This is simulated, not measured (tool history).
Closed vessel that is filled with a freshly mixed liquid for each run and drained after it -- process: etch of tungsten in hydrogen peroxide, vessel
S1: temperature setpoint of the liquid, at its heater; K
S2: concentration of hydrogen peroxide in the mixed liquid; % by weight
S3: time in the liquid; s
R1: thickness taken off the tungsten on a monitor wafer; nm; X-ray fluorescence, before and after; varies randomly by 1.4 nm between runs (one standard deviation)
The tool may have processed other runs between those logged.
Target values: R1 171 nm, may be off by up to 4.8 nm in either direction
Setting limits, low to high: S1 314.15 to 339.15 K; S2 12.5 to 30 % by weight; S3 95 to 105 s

run	hour	S1	S2	S3	R1
1	0	330.15	24.5	95	256.94
2	7.1	330.15	22	95	244.27
3	9.5	329.65	22	95	241.08
4	15.5	329.15	22	95	229.92
5	23.3	331.65	22	95	263.76
6	27.8	331.65	24.5	95	285.79
7	37	331.65	24.5	95	285.19
8	41	330.65	24.5	95	271.91
9	42.5	329.65	24.5	95	255.76
10	43.9	328.65	24.5	95	237.29
11	46.2	328.15	24.5	95	228.26

4 next moves are on the table. One of them brings every result within its allowed miss. Which?
A	48.5	322.15	23.5	95	?
B	48.5	332.65	19	105	?
C	48.5	322.65	26.5	95	?
D	48.5	323.65	23	100	?

move	R1
A	157.67
B	292.85
C	172.65
D	179.98
A: the result that was furthest off in the last run now lies on the other side of its target
B: the biggest miss grows against the last run
C: in spec on every target
D: an improvement on the last run, though not all results are within tolerance
Correct choice: C, which meets every target

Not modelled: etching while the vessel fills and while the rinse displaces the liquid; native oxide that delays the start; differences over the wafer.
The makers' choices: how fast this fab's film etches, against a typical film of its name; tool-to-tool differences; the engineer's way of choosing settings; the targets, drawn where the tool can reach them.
